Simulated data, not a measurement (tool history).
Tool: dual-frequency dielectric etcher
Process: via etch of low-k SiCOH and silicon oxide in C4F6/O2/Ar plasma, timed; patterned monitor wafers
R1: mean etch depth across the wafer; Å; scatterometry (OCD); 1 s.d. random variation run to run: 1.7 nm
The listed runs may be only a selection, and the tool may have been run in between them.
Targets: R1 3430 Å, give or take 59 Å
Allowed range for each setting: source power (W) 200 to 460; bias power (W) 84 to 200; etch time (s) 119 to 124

run 1 day=0 | source_power_(W)=330 bias_power_(W)=142 etch_time_(s)=119 | R1=2896.1
run 2 day=0.267 | source_power_(W)=330 bias_power_(W)=122 etch_time_(s)=119 | R1=2747
run 3 day=0.496 | source_power_(W)=330 bias_power_(W)=96 etch_time_(s)=119 | R1=2531.9
run 4 day=0.588 | source_power_(W)=330 bias_power_(W)=119 etch_time_(s)=119 | R1=2705.1
run 5 day=0.962 | source_power_(W)=280 bias_power_(W)=119 etch_time_(s)=119 | R1=2545
run 6 day=1.158 | source_power_(W)=300 bias_power_(W)=123 etch_time_(s)=119 | R1=2658.1
run 7 day=1.325 | source_power_(W)=360 bias_power_(W)=142 etch_time_(s)=119.5 | R1=2990.9
run 8 day=1.517 | source_power_(W)=370 bias_power_(W)=144 etch_time_(s)=119.5 | R1=3017.8
run 9 day=1.667 | source_power_(W)=380 bias_power_(W)=147 etch_time_(s)=119.5 | R1=3083.2
run 10 day=1.975 | source_power_(W)=390 bias_power_(W)=149 etch_time_(s)=119.5 | R1=3115.7
run 11 day=2.104 | source_power_(W)=400 bias_power_(W)=151 etch_time_(s)=119.5 | R1=3165.6
run 12 day=2.446 | source_power_(W)=410 bias_power_(W)=153 etch_time_(s)=119.5 | R1=3177.4
run 13 day=2.746 | source_power_(W)=410 bias_power_(W)=155 etch_time_(s)=119.5 | R1=3214.4

Which of these 5 next moves meets every target?
run A day=3.046 | source_power_(W)=430 bias_power_(W)=166 etch_time_(s)=122 | R1=?
run B day=3.046 | source_power_(W)=460 bias_power_(W)=133 etch_time_(s)=119 | R1=?
run C day=3.046 | source_power_(W)=360 bias_power_(W)=126 etch_time_(s)=123 | R1=?
run D day=3.046 | source_power_(W)=380 bias_power_(W)=142 etch_time_(s)=122.5 | R1=?
run E day=3.046 | source_power_(W)=440 bias_power_(W)=162 etch_time_(s)=119 | R1=?

move=A R1=3407.6
move=B R1=3168.3
move=C R1=2937.6
move=D R1=3103.9
move=E R1=3324.8
A: every result lands within tolerance
B: misses by more than the last run did
C: misses by more than the last run did
D: misses by more than the last run did
E: gains on the last run, yet a result remains outside its allowed miss
A meets every target.
